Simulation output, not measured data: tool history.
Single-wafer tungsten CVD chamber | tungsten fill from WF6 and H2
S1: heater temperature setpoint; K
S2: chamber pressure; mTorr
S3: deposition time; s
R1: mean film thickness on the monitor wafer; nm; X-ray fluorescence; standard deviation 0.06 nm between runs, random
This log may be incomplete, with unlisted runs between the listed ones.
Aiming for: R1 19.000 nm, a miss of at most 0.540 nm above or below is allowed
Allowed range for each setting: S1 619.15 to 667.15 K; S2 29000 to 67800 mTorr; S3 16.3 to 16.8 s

run	day	S1	S2	S3	R1
1	0.000	643.15	48400	16.3	34.425
2	0.308	639.15	46900	16.3	31.067
3	0.358	639.15	52000	16.3	33.044
4	0.683	639.15	60200	16.3	35.402
5	0.804	636.15	56700	16.3	32.582
6	1.142	636.15	56700	16.3	32.445
7	1.396	633.15	53400	16.3	29.532
8	1.442	631.15	50800	16.3	27.849
9	1.679	629.15	48300	16.3	26.097
10	2.012	627.15	46300	16.3	24.250
11	2.092	626.15	45100	16.3	23.451
12	2.212	619.15	37400	16.3	18.344

4 next moves are on the table. One of them brings every result within its allowed miss. Which?
A	2.333	625.15	34200	16.6	?
B	2.333	626.15	31200	16.3	?
C	2.333	620.15	39200	16.7	?
D	2.333	622.15	40700	16.3	?

move	R1
A	20.156
B	19.106
C	19.806
D	20.580
A: pushes the last run's worst result past its target
B: meets every target
C: pushes the last run's worst result past its target
D: pushes the last run's worst result past its target
So the answer is move B, the one that meets all the targets.

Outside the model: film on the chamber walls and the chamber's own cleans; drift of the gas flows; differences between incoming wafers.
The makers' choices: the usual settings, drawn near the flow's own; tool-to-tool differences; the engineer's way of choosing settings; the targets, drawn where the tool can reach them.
